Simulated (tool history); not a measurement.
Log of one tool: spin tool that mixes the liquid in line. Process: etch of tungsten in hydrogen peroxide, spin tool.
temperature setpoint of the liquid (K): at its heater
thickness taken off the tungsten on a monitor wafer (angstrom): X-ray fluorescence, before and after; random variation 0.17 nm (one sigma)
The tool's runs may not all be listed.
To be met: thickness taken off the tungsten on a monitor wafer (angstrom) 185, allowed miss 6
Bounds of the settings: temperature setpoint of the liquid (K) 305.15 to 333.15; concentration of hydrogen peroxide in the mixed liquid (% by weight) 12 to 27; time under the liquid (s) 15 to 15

run	hour	temperature setpoint of the liquid (K)	concentration of hydrogen peroxide in the mixed liquid (% by weight)	time under the liquid (s)	thickness taken off the tungsten on a monitor wafer (angstrom)
1	0	317.15	18	15	154.44
2	6	317.65	18	15	153.5
3	6.9	317.65	18	15	155.65
4	9.8	317.65	18	15	155.16
5	10.9	318.15	18	15	164.47
6	13.8	318.15	14.5	15	145.83
7	15	318.65	14.5	15	148.98
8	19.6	319.15	14.5	15	153.5
9	23.1	322.65	14.5	15	191.91

Which of these 4 next moves meets every target?
A	26.6	321.65	13.5	15	?
B	26.6	321.15	16.5	15	?
C	26.6	322.15	16.5	15	?
D	26.6	321.15	14	15	?

move	thickness taken off the tungsten on a monitor wafer (angstrom)
A	173.78
B	186.27
C	198.13
D	171.58
A: takes the result that was furthest off past its target
B: meets every target
C: further off than the last run
D: takes the result that was furthest off past its target
Answer: B
